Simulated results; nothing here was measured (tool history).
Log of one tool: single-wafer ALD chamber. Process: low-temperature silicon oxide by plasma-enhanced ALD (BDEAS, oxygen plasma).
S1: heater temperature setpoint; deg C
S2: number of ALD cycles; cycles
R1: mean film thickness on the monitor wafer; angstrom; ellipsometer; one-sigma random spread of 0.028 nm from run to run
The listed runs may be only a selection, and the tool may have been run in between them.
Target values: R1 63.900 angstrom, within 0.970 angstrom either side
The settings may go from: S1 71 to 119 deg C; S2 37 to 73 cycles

run	day	S1	S2	R1
1	0.000	95	55	80.060
2	0.046	102	55	79.535
3	0.183	103	53	76.070
4	0.333	112	53	74.796
5	0.438	113	51	71.686
6	0.612	114	50	70.229
# day 0.800: thermocouple changed; heater temperature recalibrated
7	0.800	115	49	69.040
8	1.138	115	48	67.878
9	1.246	115	47	65.918

Which one of the following 5 next-run settings gets every result inside its allowed miss? There is exactly one.
A	1.354	117	47	?
B	1.354	107	47	?
C	1.354	119	49	?
D	1.354	113	47	?
E	1.354	114	45	?

move	R1
A	66.176
B	67.452
C	68.726
D	66.686
E	63.726
A: its largest miss is bigger than the last run's
B: its largest miss is bigger than the last run's
C: its largest miss is bigger than the last run's
D: its largest miss is bigger than the last run's
E: hits every target within its allowed miss
The move that meets every target is E.
